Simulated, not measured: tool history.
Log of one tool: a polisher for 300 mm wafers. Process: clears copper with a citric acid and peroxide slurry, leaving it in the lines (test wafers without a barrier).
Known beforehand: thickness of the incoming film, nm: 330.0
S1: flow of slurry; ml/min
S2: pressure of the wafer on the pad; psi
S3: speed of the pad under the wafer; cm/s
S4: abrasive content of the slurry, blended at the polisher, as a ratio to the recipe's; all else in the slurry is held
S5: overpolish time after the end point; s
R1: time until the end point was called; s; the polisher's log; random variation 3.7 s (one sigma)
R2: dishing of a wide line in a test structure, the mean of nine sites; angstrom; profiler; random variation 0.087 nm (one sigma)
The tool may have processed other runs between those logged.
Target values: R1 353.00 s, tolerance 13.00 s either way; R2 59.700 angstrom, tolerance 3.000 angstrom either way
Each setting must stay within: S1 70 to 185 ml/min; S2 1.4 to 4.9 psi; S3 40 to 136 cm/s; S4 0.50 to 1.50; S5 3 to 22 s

run    day   S1   S2  S3    S4  S5      R1       R2
  1  0.000  120  3.1  88  1.00  11  174.58  135.770
  2  0.212  120  3.1  88  1.10  11  165.27  134.030
  3  0.483  115  2.6  82  1.15  10  211.77  105.130
  4  0.808  110  2.2  80  1.15   9  248.93   81.038
  5  0.917  105  2.0  78  1.15   9  287.31   72.274
  6  1.175  105  2.0  78  1.05   9  296.94   71.339
  7  1.504  100  1.9  78  1.05   9  313.52   66.376
  8  1.721   95  1.9  78  1.05   9  309.07   66.197
  9  1.867   90  1.8  78  1.05   9  335.89   62.304

Which of these 5 next moves meets every target?
  A  2.012   70  1.9  84  1.15   9   ?   ?
  B  2.012   90  1.8  76  1.00  10   ?   ?
  C  2.012  115  1.6  98  1.15   8   ?   ?
  D  2.012   85  2.3  64  1.05   8   ?   ?
  E  2.012   80  1.7  84  1.00   9   ?   ?

move      R1      R2
   A  330.70  64.767
   B  355.27  66.799
   C  293.40  64.778
   D  321.83  59.660
   E  361.77  59.573
A: the biggest miss grows against the last run
B: the worst result of the last run now meets its target, but another is out of spec
C: the biggest miss grows against the last run
D: the biggest miss grows against the last run
E: all results land within tolerance of their targets
E is the move that brings every result within its allowed miss.
